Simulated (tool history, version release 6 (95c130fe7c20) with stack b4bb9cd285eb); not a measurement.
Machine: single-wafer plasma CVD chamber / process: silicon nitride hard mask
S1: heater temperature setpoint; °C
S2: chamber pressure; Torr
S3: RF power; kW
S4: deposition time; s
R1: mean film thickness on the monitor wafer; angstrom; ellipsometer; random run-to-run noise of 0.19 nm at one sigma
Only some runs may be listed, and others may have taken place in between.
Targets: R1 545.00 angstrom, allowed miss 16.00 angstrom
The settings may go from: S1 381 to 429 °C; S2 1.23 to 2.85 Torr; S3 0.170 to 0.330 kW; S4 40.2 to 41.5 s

run 1 hour=0.0 | S1=405 S2=2.04 S3=0.250 S4=40.2 | R1=444.66
run 2 hour=4.8 | S1=405 S2=1.75 S3=0.250 S4=40.2 | R1=427.55
run 3 hour=10.2 | S1=400 S2=1.75 S3=0.250 S4=40.2 | R1=429.66
run 4 hour=11.4 | S1=400 S2=1.58 S3=0.250 S4=40.2 | R1=418.17
run 5 hour=15.0 | S1=400 S2=1.73 S3=0.265 S4=40.4 | R1=457.27
run 6 hour=15.6 | S1=400 S2=1.87 S3=0.270 S4=40.4 | R1=470.94
run 7 hour=22.2 | S1=400 S2=1.98 S3=0.275 S4=40.4 | R1=484.24
run 8 hour=30.7 | S1=400 S2=2.07 S3=0.280 S4=40.4 | R1=498.97
run 9 hour=32.1 | S1=400 S2=2.14 S3=0.285 S4=40.4 | R1=510.45
run 10 hour=37.7 | S1=400 S2=2.19 S3=0.290 S4=40.4 | R1=524.27
run 11 hour=41.8 | S1=400 S2=2.22 S3=0.290 S4=40.4 | R1=523.03
run 12 hour=49.5 | S1=400 S2=2.25 S3=0.290 S4=40.4 | R1=525.38
run 13 hour=51.3 | S1=400 S2=2.28 S3=0.290 S4=40.4 | R1=528.41
run 14 hour=52.2 | S1=400 S2=2.30 S3=0.290 S4=40.4 | R1=527.91

Consider the 4 candidate settings below. Which is the only one whose results all fall within their allowed miss of target?
run A hour=53.1 | S1=400 S2=2.08 S3=0.285 S4=40.2 | R1=?
run B hour=53.1 | S1=396 S2=2.30 S3=0.275 S4=41.0 | R1=?
run C hour=53.1 | S1=412 S2=2.30 S3=0.305 S4=40.6 | R1=?
run D hour=53.1 | S1=391 S2=2.25 S3=0.275 S4=41.5 | R1=?

move=A R1=506.25
move=B R1=512.34
move=C R1=551.85
move=D R1=516.94
A: its largest miss is bigger than the last run's
B: its largest miss is bigger than the last run's
C: all results land within tolerance of their targets
D: its largest miss is bigger than the last run's
Correct choice: C, which meets every target
